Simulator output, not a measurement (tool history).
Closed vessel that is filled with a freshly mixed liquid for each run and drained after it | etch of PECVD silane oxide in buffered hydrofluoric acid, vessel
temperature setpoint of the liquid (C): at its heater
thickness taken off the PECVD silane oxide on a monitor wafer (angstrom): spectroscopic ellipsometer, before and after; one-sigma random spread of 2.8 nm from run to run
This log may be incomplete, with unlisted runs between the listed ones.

run,hour,temperature setpoint of the liquid (C),parts of 40 % ammonium fluoride to one part of 49 % hydrofluoric acid (parts by volume),time in the liquid (s),thickness taken off the PECVD silane oxide on a monitor wafer (angstrom)
1,0.0,21.0,9.0,95,2607.8
2,2.0,21.0,9.0,95,2597.9
3,11.1,23.5,8.5,95,3177.0
4,20.0,25.0,8.0,95,3680.4
5,28.1,26.0,8.0,95,3875.3
6,31.8,28.0,8.0,95,4342.4
7,36.3,28.5,8.0,95,4416.9

Run 8 comes next. What will it give?
# hour 38.3: hydrofluoric acid flow meter replaced
8,38.3,29.0,7.5,95,?

thickness taken off the PECVD silane oxide on a monitor wafer (angstrom): 4532.2

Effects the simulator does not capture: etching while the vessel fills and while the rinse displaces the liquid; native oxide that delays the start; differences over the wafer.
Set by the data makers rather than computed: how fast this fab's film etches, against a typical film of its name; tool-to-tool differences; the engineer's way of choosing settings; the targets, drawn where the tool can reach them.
